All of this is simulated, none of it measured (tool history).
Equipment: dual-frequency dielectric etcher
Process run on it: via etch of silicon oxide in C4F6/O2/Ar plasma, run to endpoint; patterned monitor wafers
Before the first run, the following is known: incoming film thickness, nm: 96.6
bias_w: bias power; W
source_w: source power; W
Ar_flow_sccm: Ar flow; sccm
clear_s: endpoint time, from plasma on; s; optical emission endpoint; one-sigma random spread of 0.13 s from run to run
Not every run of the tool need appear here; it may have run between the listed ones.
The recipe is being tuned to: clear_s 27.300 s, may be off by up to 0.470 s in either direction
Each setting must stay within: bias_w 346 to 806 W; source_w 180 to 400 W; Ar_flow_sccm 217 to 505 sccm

| run | hour | bias_w | source_w | Ar_flow_sccm | clear_s |
|---|---|---|---|---|---|
| 1 | 0.0 | 576 | 290 | 361 | 25.249 |
| 2 | 4.7 | 576 | 330 | 361 | 23.919 |
| 3 | 8.5 | 576 | 330 | 337 | 23.686 |
| 4 | 10.6 | 576 | 330 | 389 | 23.767 |
| 5 | 14.2 | 537 | 330 | 389 | 24.929 |
| 6 | 23.0 | 518 | 330 | 389 | 25.146 |
| 7 | 24.7 | 498 | 330 | 389 | 25.672 |
| 8 | 27.5 | 484 | 330 | 389 | 26.014 |
| 9 | 33.5 | 413 | 320 | 390 | 28.434 |
| 10 | 35.2 | 421 | 320 | 390 | 28.086 |
| 11 | 38.5 | 421 | 320 | 390 | 28.138 |
| 12 | 40.1 | 427 | 320 | 390 | 28.184 |

Next run, 4 choices. One meets every target within its allowed miss, the rest don't. Which?
| A | 41.7 | 457 | 290 | 278 | ? |
| B | 41.7 | 478 | 330 | 391 | ? |
| C | 41.7 | 463 | 340 | 375 | ? |
| D | 41.7 | 423 | 310 | 361 | ? |

| move | clear_s |
|---|---|
| A | 27.282 |
| B | 26.139 |
| C | 26.102 |
| D | 28.172 |
A: all results land within tolerance of their targets
B: the result that was furthest off in the last run now lies on the other side of its target
C: the result that was furthest off in the last run now lies on the other side of its target
D: roughly where the last run was
Answer: A

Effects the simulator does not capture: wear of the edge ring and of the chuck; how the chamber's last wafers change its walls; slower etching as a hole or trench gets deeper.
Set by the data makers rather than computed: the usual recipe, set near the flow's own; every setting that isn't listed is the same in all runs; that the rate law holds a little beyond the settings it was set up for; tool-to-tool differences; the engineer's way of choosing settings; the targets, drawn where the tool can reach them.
